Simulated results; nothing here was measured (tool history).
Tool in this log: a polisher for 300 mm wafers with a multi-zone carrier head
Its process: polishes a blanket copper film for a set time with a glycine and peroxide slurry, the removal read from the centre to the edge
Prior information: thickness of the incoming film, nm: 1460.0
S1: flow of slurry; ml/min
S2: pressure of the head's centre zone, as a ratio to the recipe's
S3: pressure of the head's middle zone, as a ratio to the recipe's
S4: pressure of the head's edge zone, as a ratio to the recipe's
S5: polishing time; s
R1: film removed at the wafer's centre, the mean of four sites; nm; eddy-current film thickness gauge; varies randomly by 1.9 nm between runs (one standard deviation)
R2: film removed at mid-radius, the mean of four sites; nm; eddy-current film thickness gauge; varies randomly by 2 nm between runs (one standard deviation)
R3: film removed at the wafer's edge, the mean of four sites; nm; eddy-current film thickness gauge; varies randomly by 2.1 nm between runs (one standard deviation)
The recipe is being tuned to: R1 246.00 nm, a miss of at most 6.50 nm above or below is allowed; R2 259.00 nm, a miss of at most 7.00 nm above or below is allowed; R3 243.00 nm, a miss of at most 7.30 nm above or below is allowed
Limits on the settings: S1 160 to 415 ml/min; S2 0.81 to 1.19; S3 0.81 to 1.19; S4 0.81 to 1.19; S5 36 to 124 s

| run | hour | S1 | S2 | S3 | S4 | S5 | R1 | R2 | R3 |
|---|---|---|---|---|---|---|---|---|---|
| 1 | 0.0 | 265 | 1.00 | 1.00 | 1.00 | 79 | 254.87 | 255.98 | 257.32 |
| 2 | 5.6 | 265 | 1.00 | 1.00 | 1.00 | 99 | 318.28 | 322.26 | 318.66 |
| 3 | 10.1 | 265 | 1.00 | 1.00 | 1.00 | 83 | 268.03 | 269.66 | 268.69 |
| 4 | 11.0 | 265 | 1.00 | 1.05 | 1.00 | 83 | 266.54 | 281.34 | 269.62 |
| 5 | 19.0 | 255 | 0.99 | 1.04 | 0.98 | 83 | 267.07 | 280.96 | 267.27 |
| 6 | 23.2 | 255 | 0.99 | 0.99 | 0.98 | 83 | 260.05 | 263.29 | 266.95 |
| 7 | 26.2 | 255 | 0.99 | 1.00 | 0.96 | 82 | 258.94 | 267.11 | 265.79 |
|  | 29.3 | worn pad replaced by a new one |
| 8 | 29.3 | 255 | 0.99 | 1.01 | 0.96 | 81 | 288.91 | 295.04 | 286.44 |
| 9 | 35.6 | 265 | 1.00 | 1.02 | 0.97 | 80 | 293.71 | 295.38 | 287.54 |
| 10 | 40.2 | 255 | 1.00 | 1.03 | 0.97 | 79 | 284.34 | 296.39 | 282.87 |
| 11 | 45.9 | 280 | 0.99 | 1.04 | 0.97 | 78 | 280.39 | 297.84 | 286.26 |

Which single option among these 5 for the next run brings every result within its allowed miss of target? Just one does.
| A | 51.6 | 215 | 1.02 | 1.14 | 0.95 | 64 | ? | ? | ? |
| B | 51.6 | 260 | 0.92 | 1.07 | 1.05 | 71 | ? | ? | ? |
| C | 51.6 | 185 | 0.98 | 1.02 | 0.97 | 66 | ? | ? | ? |
| D | 51.6 | 180 | 1.02 | 1.08 | 0.99 | 69 | ? | ? | ? |
| E | 51.6 | 355 | 0.89 | 0.97 | 0.87 | 101 | ? | ? | ? |

| move | R1 | R2 | R3 |
|---|---|---|---|
| A | 235.29 | 259.46 | 225.87 |
| B | 238.48 | 276.22 | 265.77 |
| C | 230.22 | 240.89 | 233.82 |
| D | 250.17 | 263.83 | 246.30 |
| E | 335.17 | 369.02 | 351.68 |
A: the result that was furthest off in the last run now lies on the other side of its target
B: gains on the last run, yet a result remains outside its allowed miss
C: the result that was furthest off in the last run now lies on the other side of its target
D: every result lands within tolerance
E: moves away from the targets compared with the last run
Correct choice: D, which meets every target
